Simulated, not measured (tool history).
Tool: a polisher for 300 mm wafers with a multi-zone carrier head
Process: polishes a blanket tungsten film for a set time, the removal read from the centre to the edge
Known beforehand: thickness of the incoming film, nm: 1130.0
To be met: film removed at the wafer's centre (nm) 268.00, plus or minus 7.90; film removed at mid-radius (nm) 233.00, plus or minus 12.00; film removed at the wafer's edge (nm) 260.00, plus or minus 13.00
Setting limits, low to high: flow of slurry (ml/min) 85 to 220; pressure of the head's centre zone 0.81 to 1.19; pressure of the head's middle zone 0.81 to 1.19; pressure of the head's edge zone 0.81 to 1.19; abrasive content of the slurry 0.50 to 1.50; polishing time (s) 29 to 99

run  hour  flow of slurry (ml/min)  pressure of the head's centre zone  pressure of the head's middle zone  pressure of the head's edge zone  abrasive content of the slurry  polishing time (s)  film removed at the wafer's centre (nm)  film removed at mid-radius (nm)  film removed at the wafer's edge (nm)
  1   0.0                      140                                1.00                                1.00                              1.00                            1.00                  64                                   321.81                           322.77                                 316.48
  2   0.7                      140                                1.00                                1.00                              1.00                            1.10                  64                                   325.89                           332.74                                 333.56
  3   7.9                      130                                0.99                                0.95                              1.00                            1.00                  64                                   311.77                           312.34                                 308.69
  4  12.1                      130                                0.99                                0.95                              1.06                            1.00                  64                                   308.42                           301.74                                 308.14
  5  17.1                      130                                0.99                                0.95                              1.06                            1.10                  64                                   313.85                           305.05                                 329.55
  6  20.9                      125                                0.99                                0.91                              1.09                            1.00                  63                                   297.95                           286.79                                 313.37
  7  27.8                      120                                1.01                                0.88                              1.10                            0.90                  62                                   294.08                           262.27                                 309.44
  8  34.5                      120                                1.01                                0.88                              1.07                            0.80                  61                                   276.44                           251.03                                 282.24
  9  43.0                      115                                1.02                                0.87                              1.05                            0.75                  61                                   275.25                           245.90                                 278.11

Consider the 4 candidate settings below. Which is the only one whose results all fall within their allowed miss of target?
  A  51.5                       85                                1.00                                0.88                              1.02                            0.70                  62                                        ?                                ?                                      ?
  B  51.5                       95                                0.91                                0.88                              1.13                            0.80                  64                                        ?                                ?                                      ?
  C  51.5                      100                                1.09                                0.92                              1.04                            0.70                  58                                        ?                                ?                                      ?
  D  51.5                      110                                0.95                                1.00                              1.01                            0.85                  57                                        ?                                ?                                      ?

move  film removed at the wafer's centre (nm)  film removed at mid-radius (nm)  film removed at the wafer's edge (nm)
   A                                   252.62                           236.44                                 263.04
   B                                   251.96                           258.42                                 297.57
   C                                   268.68                           237.71                                 253.94
   D                                   246.50                           267.90                                 261.61
A: the furthest-off result lands on target, but another misses its tolerance
B: further off than the last run
C: all results land within tolerance of their targets
D: the furthest-off result lands on target, but another misses its tolerance
C meets every target.
